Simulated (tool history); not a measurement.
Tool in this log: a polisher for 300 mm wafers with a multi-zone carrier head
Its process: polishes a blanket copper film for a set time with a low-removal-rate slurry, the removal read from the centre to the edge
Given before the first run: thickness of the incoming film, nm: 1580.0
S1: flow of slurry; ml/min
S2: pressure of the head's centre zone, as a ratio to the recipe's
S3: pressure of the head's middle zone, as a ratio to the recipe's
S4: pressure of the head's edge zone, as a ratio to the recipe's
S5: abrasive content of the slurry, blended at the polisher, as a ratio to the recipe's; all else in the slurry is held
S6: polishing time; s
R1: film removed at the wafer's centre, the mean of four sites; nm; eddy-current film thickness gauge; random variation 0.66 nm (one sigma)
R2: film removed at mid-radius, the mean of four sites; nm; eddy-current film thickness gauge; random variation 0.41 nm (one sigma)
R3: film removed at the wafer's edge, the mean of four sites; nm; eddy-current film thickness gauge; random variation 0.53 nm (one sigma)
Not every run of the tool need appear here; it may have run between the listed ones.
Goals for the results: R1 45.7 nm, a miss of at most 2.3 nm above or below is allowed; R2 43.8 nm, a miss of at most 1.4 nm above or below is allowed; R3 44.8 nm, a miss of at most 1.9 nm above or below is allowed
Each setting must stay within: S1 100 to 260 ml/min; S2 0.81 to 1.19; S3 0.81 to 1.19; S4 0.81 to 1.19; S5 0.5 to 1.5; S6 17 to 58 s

run 1 hour=0 | S1=165 S2=1 S3=1 S4=1 S5=1 S6=37 | R1=81.368 R2=72.695 R3=73.721
run 2 hour=6.9 | S1=155 S2=0.96 S3=0.98 S4=0.96 S5=0.85 S6=33 | R1=66.003 R2=59.999 R3=61.66
run 3 hour=15.6 | S1=155 S2=0.96 S3=0.98 S4=0.96 S5=0.85 S6=41 | R1=84.63 R2=75.695 R3=75.969
run 4 hour=18.7 | S1=155 S2=0.96 S3=0.98 S4=0.96 S5=0.7 S6=41 | R1=77.537 R2=72.478 R3=72.929
run 5 hour=21.8 | S1=155 S2=0.96 S3=0.98 S4=1.01 S5=0.7 S6=41 | R1=77.5 R2=72.014 R3=74.404
run 6 hour=29 | S1=145 S2=0.94 S3=0.97 S4=0.96 S5=0.65 S6=36 | R1=64.879 R2=60.224 R3=61.745
run 7 hour=35 | S1=140 S2=0.91 S3=0.96 S4=0.93 S5=0.6 S6=33 | R1=56.029 R2=53.814 R3=53.47
run 8 hour=40.1 | S1=130 S2=0.88 S3=0.93 S4=0.91 S5=0.55 S6=32 | R1=51.334 R2=47.924 R3=50.634
run 9 hour=48.1 | S1=130 S2=0.88 S3=0.93 S4=0.91 S5=0.55 S6=32 | R1=50.472 R2=48.602 R3=50.755
run 10 hour=55.2 | S1=125 S2=0.88 S3=0.92 S4=0.88 S5=0.55 S6=31 | R1=48.121 R2=46.797 R3=48.358
run 11 hour=59.3 | S1=125 S2=0.89 S3=0.91 S4=0.86 S5=0.55 S6=31 | R1=47.865 R2=46.6 R3=47.983

Which single option among these 4 for the next run brings every result within its allowed miss of target? Just one does.
run A hour=63.4 | S1=130 S2=0.96 S3=0.94 S4=1.04 S5=0.6 S6=26 | R1=? R2=? R3=?
run B hour=63.4 | S1=110 S2=0.85 S3=1.04 S4=0.81 S5=0.6 S6=27 | R1=? R2=? R3=?
run C hour=63.4 | S1=100 S2=0.88 S3=0.91 S4=0.81 S5=0.85 S6=28 | R1=? R2=? R3=?
run D hour=63.4 | S1=140 S2=0.89 S3=0.99 S4=0.81 S5=0.55 S6=30 | R1=? R2=? R3=?

move=A R1=45.327 R2=40.949 R3=44.266
move=B R1=39.543 R2=44.005 R3=39.962
move=C R1=44.87 R2=43.649 R3=44.576
move=D R1=48.333 R2=48.957 R3=45.373
A: takes the result that was furthest off past its target
B: brings the last run's worst result on target, with another outside its allowed miss
C: meets every target
D: moves away from the targets compared with the last run
Go with C: it meets all targets.
